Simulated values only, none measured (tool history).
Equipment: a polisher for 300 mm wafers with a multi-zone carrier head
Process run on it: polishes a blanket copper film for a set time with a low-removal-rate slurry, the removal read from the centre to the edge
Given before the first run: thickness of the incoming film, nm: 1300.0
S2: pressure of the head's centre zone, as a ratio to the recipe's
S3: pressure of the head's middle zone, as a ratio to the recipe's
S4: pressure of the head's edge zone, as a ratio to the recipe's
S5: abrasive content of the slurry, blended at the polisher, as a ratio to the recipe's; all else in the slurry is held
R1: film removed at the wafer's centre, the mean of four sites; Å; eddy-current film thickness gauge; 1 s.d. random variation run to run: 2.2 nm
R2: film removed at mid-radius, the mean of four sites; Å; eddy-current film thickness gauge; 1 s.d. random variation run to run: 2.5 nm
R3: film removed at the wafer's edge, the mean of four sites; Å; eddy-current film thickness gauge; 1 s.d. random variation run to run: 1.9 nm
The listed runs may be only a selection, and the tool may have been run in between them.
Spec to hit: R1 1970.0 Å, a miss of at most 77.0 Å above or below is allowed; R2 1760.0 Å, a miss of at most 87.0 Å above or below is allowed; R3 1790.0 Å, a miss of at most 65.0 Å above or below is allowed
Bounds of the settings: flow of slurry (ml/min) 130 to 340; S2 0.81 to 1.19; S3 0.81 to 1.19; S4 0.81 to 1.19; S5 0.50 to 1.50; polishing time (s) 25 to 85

Run 1, hour 0.0: flow of slurry (ml/min) 220, S2 1.00, S3 1.00, S4 1.00, S5 1.00, polishing time (s) 55. Result: R1 1651.5 Å, R2 1646.2 Å, R3 1634.8 Å.
Run 2, hour 6.9: flow of slurry (ml/min) 220, S2 1.00, S3 1.00, S4 1.00, S5 1.10, polishing time (s) 55. Result: R1 1679.5 Å, R2 1683.7 Å, R3 1695.4 Å.
Run 3, hour 9.1: flow of slurry (ml/min) 220, S2 1.00, S3 1.05, S4 1.00, S5 1.10, polishing time (s) 55. Result: R1 1680.0 Å, R2 1715.5 Å, R3 1656.9 Å.
Run 4, hour 15.8: flow of slurry (ml/min) 195, S2 1.00, S3 1.05, S4 1.00, S5 1.10, polishing time (s) 55. Result: R1 1655.2 Å, R2 1745.1 Å, R3 1671.8 Å.
Run 5, hour 19.6: flow of slurry (ml/min) 195, S2 1.01, S3 1.05, S4 1.00, S5 1.10, polishing time (s) 55. Result: R1 1638.3 Å, R2 1735.2 Å, R3 1619.3 Å.
Run 6, hour 27.3: flow of slurry (ml/min) 195, S2 1.01, S3 1.05, S4 1.00, S5 1.10, polishing time (s) 42. Result: R1 1247.8 Å, R2 1270.6 Å, R3 1251.5 Å.
Run 7, hour 32.6: flow of slurry (ml/min) 200, S2 1.02, S3 1.05, S4 1.01, S5 1.15, polishing time (s) 43. Result: R1 1321.1 Å, R2 1340.6 Å, R3 1278.8 Å.
Run 8, hour 40.9: flow of slurry (ml/min) 205, S2 1.02, S3 1.04, S4 1.02, S5 1.20, polishing time (s) 44. Result: R1 1360.1 Å, R2 1374.3 Å, R3 1379.7 Å.
Run 9, hour 49.1: flow of slurry (ml/min) 265, S2 1.12, S3 1.11, S4 1.04, S5 1.45, polishing time (s) 50. Result: R1 1789.7 Å, R2 1722.3 Å, R3 1632.4 Å.
Run 10, hour 53.9: flow of slurry (ml/min) 265, S2 1.12, S3 1.11, S4 1.05, S5 1.45, polishing time (s) 50. Result: R1 1784.5 Å, R2 1742.4 Å, R3 1642.6 Å.
Run 11, hour 59.5: flow of slurry (ml/min) 265, S2 1.13, S3 1.10, S4 1.06, S5 1.45, polishing time (s) 50. Result: R1 1790.8 Å, R2 1738.1 Å, R3 1643.8 Å.
Run 12, hour 65.9: flow of slurry (ml/min) 265, S2 1.13, S3 1.09, S4 1.06, S5 1.45, polishing time (s) 50. Result: R1 1877.6 Å, R2 1736.1 Å, R3 1596.7 Å.
Run 13, hour 68.8: flow of slurry (ml/min) 270, S2 1.12, S3 1.08, S4 1.05, S5 1.45, polishing time (s) 51. Result: R1 1849.1 Å, R2 1757.9 Å, R3 1659.5 Å.

Which of these 5 next moves meets every target?
Run A, hour 71.7: flow of slurry (ml/min) 275, S2 1.09, S3 1.18, S4 1.04, S5 1.40, polishing time (s) 48. Result: R1 ?, R2 ?, R3 ?.
Run B, hour 71.7: flow of slurry (ml/min) 250, S2 1.16, S3 1.07, S4 1.02, S5 1.50, polishing time (s) 52. Result: R1 ?, R2 ?, R3 ?.
Run C, hour 71.7: flow of slurry (ml/min) 325, S2 0.93, S3 1.01, S4 1.07, S5 1.50, polishing time (s) 60. Result: R1 ?, R2 ?, R3 ?.
Run D, hour 71.7: flow of slurry (ml/min) 210, S2 1.14, S3 1.04, S4 1.15, S5 1.30, polishing time (s) 50. Result: R1 ?, R2 ?, R3 ?.
Run E, hour 71.7: flow of slurry (ml/min) 260, S2 1.12, S3 1.02, S4 1.04, S5 1.45, polishing time (s) 55. Result: R1 ?, R2 ?, R3 ?.

move      R1      R2      R3
   A  1703.2  1768.5  1541.4
   B  1962.7  1762.5  1665.2
   C  1863.6  1988.3  1997.7
   D  1773.3  1585.8  1620.4
   E  2001.7  1788.1  1772.0
A: further off than the last run
B: neither nearer nor further off than the last run
C: moves the result that the last run missed by most past its target, out the other side
D: further off than the last run
E: hits every target within its allowed miss
E meets every target.
